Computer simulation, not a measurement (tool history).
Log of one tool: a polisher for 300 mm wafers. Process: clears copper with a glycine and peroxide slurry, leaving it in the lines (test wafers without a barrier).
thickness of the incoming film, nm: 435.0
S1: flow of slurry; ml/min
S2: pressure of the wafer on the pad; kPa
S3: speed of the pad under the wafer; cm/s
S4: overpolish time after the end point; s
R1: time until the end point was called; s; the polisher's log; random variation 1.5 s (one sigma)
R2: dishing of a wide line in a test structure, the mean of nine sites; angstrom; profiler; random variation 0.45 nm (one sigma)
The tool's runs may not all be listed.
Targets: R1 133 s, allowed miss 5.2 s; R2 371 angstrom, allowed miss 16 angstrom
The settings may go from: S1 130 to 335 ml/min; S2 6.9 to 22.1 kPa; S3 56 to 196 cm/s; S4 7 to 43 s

| run | hour | S1 | S2 | S3 | S4 | R1 | R2 |
|---|---|---|---|---|---|---|---|
| 1 | 0 | 215 | 14.5 | 126 | 22 | 107.32 | 543.82 |
| 2 | 6.5 | 215 | 13.8 | 126 | 21 | 110.63 | 511.51 |
| 3 | 10.6 | 215 | 13.8 | 152 | 21 | 95.742 | 567.09 |
| 4 | 15.2 | 255 | 13.8 | 152 | 21 | 95.379 | 567.84 |
| 5 | 24 | 255 | 13.8 | 152 | 14 | 97.655 | 431.63 |
| 6 | 30.4 | 255 | 13.1 | 152 | 14 | 98.329 | 409.63 |
| 7 | 32.4 | 255 | 12.4 | 150 | 15 | 103.27 | 420 |
| 8 | 37.1 | 255 | 11.7 | 150 | 15 | 109.78 | 401.04 |
| 9 | 38.5 | 255 | 11.7 | 150 | 15 | 108.69 | 406.71 |
| 10 | 42.5 | 255 | 11 | 150 | 15 | 117.15 | 387 |
| 11 | 43.4 | 255 | 10.3 | 150 | 16 | 121.93 | 395.44 |

4 next moves are on the table. One of them brings every result within its allowed miss. Which?
| A | 44.3 | 280 | 9 | 150 | 17 | ? | ? |
| B | 44.3 | 330 | 7.6 | 154 | 19 | ? | ? |
| C | 44.3 | 280 | 10.3 | 134 | 18 | ? | ? |
| D | 44.3 | 245 | 11.7 | 134 | 16 | ? | ? |

| move | R1 | R2 |
|---|---|---|
| A | 132.81 | 366.24 |
| B | 145.8 | 368.01 |
| C | 129.34 | 394.9 |
| D | 118.68 | 387.41 |
A: meets every target
B: takes the result that was furthest off past its target
C: brings the result that was furthest off to its target, and leaves another outside
D: further off than the last run
Answer: A
